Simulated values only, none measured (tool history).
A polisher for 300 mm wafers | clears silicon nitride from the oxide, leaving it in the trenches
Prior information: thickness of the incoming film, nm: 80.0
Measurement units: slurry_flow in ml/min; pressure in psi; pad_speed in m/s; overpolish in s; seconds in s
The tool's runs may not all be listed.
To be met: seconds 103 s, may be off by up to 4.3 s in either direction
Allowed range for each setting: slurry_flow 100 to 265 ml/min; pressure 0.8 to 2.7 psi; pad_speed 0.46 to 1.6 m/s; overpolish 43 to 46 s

run  hour  slurry_flow  pressure  pad_speed  overpolish  seconds
  1     0          170       1.7       1.02          43   122.77
  2   7.3          170       1.7       0.82          43   152.36
  3     8          170       1.7       0.82          46   154.19
  4  15.7          150       1.7       0.82          46   157.43
  5  24.5          150       1.3       0.82          46   197.69
  6  25.4          155       1.6       0.82          46    160.2
  7  30.9          155       1.8       0.82          46    145.7
  8  35.2          165       2.3       0.86          46   108.89
  9  39.5          165       2.3       0.86          46    108.1

Which one of the following 4 next-run settings gets every result inside its allowed miss? There is exactly one.
  A  43.8          165       2.1       0.86          46        ?
  B  43.8          175       2.6       0.88          46        ?
  C  43.8          200       2.4       0.74          46        ?
  D  43.8          195       2.1       0.96          46        ?

move  seconds
   A   120.47
   B   94.671
   C   118.54
   D   105.47
A: lands further from the targets than the last run did
B: moves the result that the last run missed by most past its target, out the other side
C: lands further from the targets than the last run did
D: every result lands within tolerance
The move that meets every target is D.

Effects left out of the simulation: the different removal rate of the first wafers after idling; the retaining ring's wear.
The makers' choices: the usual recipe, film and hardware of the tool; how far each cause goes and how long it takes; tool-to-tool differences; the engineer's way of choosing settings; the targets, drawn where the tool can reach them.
